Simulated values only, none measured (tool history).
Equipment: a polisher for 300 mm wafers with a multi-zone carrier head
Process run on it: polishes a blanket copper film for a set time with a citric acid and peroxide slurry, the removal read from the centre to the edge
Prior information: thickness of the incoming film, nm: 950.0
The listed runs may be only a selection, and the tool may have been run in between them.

run	hour	flow of slurry (ml/min)	pressure of the head's centre zone	pressure of the head's middle zone	pressure of the head's edge zone	abrasive content of the slurry	polishing time (s)	film removed at the wafer's centre (nm)	film removed at mid-radius (nm)	film removed at the wafer's edge (nm)
1	0	155	1	1	1	1	30	83.484	85.257	85.064
2	1.8	150	1	0.99	0.98	0.95	30	82.002	84.219	84.116
3	2.4	150	1.01	0.98	0.97	0.9	30	81.336	82.988	82.41
4	6.1	145	1.02	0.97	0.95	0.85	30	81.511	78.094	80.959
5	9.9	145	0.98	0.97	0.95	0.85	30	77.052	79.703	78.544
6	10.6	145	0.98	0.97	0.95	0.65	30	72.867	76.534	75.554
7	14.7	140	0.98	0.97	0.93	0.65	30	73.934	75.463	73.963

What will run 8 give?
8	19.9	135	0.98	0.97	0.92	0.65	30	?	?	?

film removed at the wafer's centre (nm): 73.077
film removed at mid-radius (nm): 75.219
film removed at the wafer's edge (nm): 73.485
